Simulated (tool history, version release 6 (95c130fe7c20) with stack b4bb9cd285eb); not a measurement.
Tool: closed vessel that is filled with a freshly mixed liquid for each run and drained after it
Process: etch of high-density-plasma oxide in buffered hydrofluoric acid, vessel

run  hour  temperature setpoint of the liquid (°C)  parts of 40 % ammonium fluoride to one part of 49 % hydrofluoric acid (parts by volume)  time in the liquid (s)  thickness taken off the high-density-plasma oxide on a monitor wafer (nm)
  1   0.0                                     22.0                                                                                       20                      90                                                                     118.56
  2   1.3                                     22.5                                                                                       20                      90                                                                     125.08
  3   4.8                                     20.5                                                                                       20                      90                                                                     110.18
  4   9.7                                     20.5                                                                                       17                      90                                                                     129.97
  5  16.2                                     21.0                                                                                       17                      90                                                                     132.17
  6  18.3                                     21.0                                                                                       17                      90                                                                     132.87
  7  23.4                                     21.5                                                                                       17                      90                                                                     136.77
  8  24.1                                     22.0                                                                                       17                      90                                                                     140.89
  9  29.1                                     22.5                                                                                       17                      90                                                                     146.04

The next listed run, before its measurement:
 10  30.4                                     23.5                                                                                       17                      90                                                                          ?

thickness taken off the high-density-plasma oxide on a monitor wafer (nm): 153.18
